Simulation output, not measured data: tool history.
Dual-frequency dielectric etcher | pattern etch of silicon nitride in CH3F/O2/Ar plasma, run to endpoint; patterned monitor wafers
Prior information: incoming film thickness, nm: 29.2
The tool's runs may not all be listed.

run  hour  source power (kW)  bias power (kW)  endpoint time (s)
  1     0               0.46            0.083             36.509
  2   1.5               0.46             0.07             38.314
  3   4.3               0.49            0.073             36.745
  4  11.6               0.42            0.073             38.761
  5    20               0.45            0.077             37.226
  6  26.6               0.45            0.067             38.584
  7  32.7               0.48            0.071             37.208
  8  38.4                0.5            0.073             35.809

Predict the results of run 9:
  9  41.9               0.52            0.074                  ?

endpoint time (s): 35.642
